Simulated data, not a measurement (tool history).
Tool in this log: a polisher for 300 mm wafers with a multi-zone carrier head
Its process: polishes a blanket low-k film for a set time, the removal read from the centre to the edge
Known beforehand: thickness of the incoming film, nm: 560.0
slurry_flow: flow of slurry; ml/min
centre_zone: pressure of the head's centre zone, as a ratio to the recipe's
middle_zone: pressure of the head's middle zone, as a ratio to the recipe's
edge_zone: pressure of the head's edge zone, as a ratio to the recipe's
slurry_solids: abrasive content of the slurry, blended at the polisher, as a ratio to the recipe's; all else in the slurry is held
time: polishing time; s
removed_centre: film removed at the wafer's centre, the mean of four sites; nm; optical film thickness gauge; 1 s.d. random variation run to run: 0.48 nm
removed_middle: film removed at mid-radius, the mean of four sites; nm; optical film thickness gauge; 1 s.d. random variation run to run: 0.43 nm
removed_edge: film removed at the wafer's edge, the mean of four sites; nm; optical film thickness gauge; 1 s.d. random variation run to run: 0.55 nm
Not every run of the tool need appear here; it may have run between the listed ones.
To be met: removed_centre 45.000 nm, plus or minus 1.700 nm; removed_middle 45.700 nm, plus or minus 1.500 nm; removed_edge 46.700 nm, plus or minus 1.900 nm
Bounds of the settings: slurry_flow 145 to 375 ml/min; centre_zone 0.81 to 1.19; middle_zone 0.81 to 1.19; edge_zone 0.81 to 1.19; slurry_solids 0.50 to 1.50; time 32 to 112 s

run  hour  slurry_flow  centre_zone  middle_zone  edge_zone  slurry_solids  time  removed_centre  removed_middle  removed_edge
  1   0.0          240         1.00         1.00       1.00           1.00    72          37.152          37.722        35.176
  2   5.1          240         1.00         1.00       1.02           1.05    72          39.035          38.406        36.328
  3  13.3          240         1.00         1.05       1.02           1.05    72          38.302          39.681        37.279
  4  16.5          245         1.01         1.07       1.04           1.05    72          39.919          39.918        37.303
  5  25.3          195         1.01         1.07       1.04           1.05    72          38.188          38.587        35.645
  6  28.2          195         1.01         1.07       1.09           1.05    72          38.587          39.393        37.110
  7  29.8          210         1.01         1.07       1.10           1.05    72          38.959          39.082        38.463
  8  38.6          225         1.01         1.09       1.11           1.05    72          39.789          40.202        37.936
  9  45.1          230         1.00         1.08       1.12           1.10    72          40.420          40.815        38.880
 10  53.2          230         0.99         1.06       1.13           1.15    73          41.501          42.191        41.096
 11  57.0          240         0.99         1.06       1.14           1.15    73          41.112          42.936        41.446
 12  62.3          245         0.99         1.05       1.15           1.15    73          41.110          42.200        42.194
 13  69.7          255         0.99         1.05       1.16           1.15    73          41.404          42.618        41.786
 14  76.7          255         0.99         1.04       1.16           1.20    73          41.759          43.550        43.073
 15  80.0          260         0.99         1.03       1.16           1.20    73          42.474          43.223        43.101
     81.2  -- edge zone pressure recalibrated
 16  81.2          265         0.99         1.03       1.16           1.20    73          42.663          43.276        44.368

Exercise: of the 5 proposed moves below, exactly one satisfies all targets within the stated allowed misses. Which move is it?
  A  82.4          345         1.01         0.88       1.19           1.40    68               ?               ?             ?
  B  82.4          285         0.98         1.01       1.15           1.15    79               ?               ?             ?
  C  82.4          330         0.89         0.86       1.09           1.35    74               ?               ?             ?
  D  82.4          220         1.09         1.11       1.15           1.05    76               ?               ?             ?
  E  82.4          315         0.92         1.05       1.19           1.10    78               ?               ?             ?

move  removed_centre  removed_middle  removed_edge
   A          45.260          40.446        45.111
   B          45.471          45.137        46.103
   C          42.474          42.668        46.040
   D          44.625          42.058        41.066
   E          41.593          44.915        45.570
A: lands further from the targets than the last run did
B: each result inside its tolerance
C: lands further from the targets than the last run did
D: lands further from the targets than the last run did
E: the worst result of the last run now meets its target, but another is out of spec
Correct choice: B, which meets every target

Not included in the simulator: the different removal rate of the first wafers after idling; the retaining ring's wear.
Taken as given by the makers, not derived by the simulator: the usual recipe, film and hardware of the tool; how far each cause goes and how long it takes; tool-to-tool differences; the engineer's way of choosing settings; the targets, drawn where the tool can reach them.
